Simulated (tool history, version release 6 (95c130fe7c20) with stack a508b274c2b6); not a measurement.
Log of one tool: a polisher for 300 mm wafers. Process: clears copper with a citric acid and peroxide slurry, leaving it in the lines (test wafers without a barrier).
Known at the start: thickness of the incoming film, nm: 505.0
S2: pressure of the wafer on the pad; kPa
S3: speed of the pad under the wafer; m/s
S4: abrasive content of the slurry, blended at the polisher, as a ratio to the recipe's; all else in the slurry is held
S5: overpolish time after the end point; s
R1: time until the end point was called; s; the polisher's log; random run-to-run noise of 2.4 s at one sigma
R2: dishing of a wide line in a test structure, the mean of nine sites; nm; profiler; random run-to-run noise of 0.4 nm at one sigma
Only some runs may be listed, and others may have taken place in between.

{"run": 1, "hour": 0.0, "flow of slurry (ml/min)": 235, "S2": 24.8, "S3": 1.18, "S4": 1.0, "S5": 19, "R1": 157.67, "R2": 34.663}
{"run": 2, "hour": 8.5, "flow of slurry (ml/min)": 235, "S2": 24.1, "S3": 1.18, "S4": 1.0, "S5": 19, "R1": 165.41, "R2": 33.699}
{"run": 3, "hour": 11.3, "flow of slurry (ml/min)": 265, "S2": 24.1, "S3": 1.18, "S4": 1.0, "S5": 19, "R1": 158.15, "R2": 33.791}
{"run": 4, "hour": 19.3, "flow of slurry (ml/min)": 265, "S2": 24.1, "S3": 1.18, "S4": 1.0, "S5": 12, "R1": 158.53, "R2": 23.181}
{"run": 5, "hour": 27.7, "flow of slurry (ml/min)": 265, "S2": 20.0, "S3": 1.18, "S4": 1.0, "S5": 12, "R1": 189.69, "R2": 19.632}
{"run": 6, "hour": 28.5, "flow of slurry (ml/min)": 260, "S2": 20.0, "S3": 1.18, "S4": 1.0, "S5": 13, "R1": 193.52, "R2": 20.378}
{"run": 7, "hour": 30.9, "flow of slurry (ml/min)": 255, "S2": 20.0, "S3": 1.18, "S4": 1.0, "S5": 14, "R1": 191.61, "R2": 22.032}
{"run": 8, "hour": 35.7, "flow of slurry (ml/min)": 250, "S2": 20.0, "S3": 1.18, "S4": 1.0, "S5": 15, "R1": 193.07, "R2": 23.445}

Run 9 is up next; what results do you expect?
{"run": 9, "hour": 41.0, "flow of slurry (ml/min)": 245, "S2": 20.0, "S3": 1.18, "S4": 1.0, "S5": 16, "R1": "?", "R2": "?"}

R1: 192.86 s
R2: 25.567 nm

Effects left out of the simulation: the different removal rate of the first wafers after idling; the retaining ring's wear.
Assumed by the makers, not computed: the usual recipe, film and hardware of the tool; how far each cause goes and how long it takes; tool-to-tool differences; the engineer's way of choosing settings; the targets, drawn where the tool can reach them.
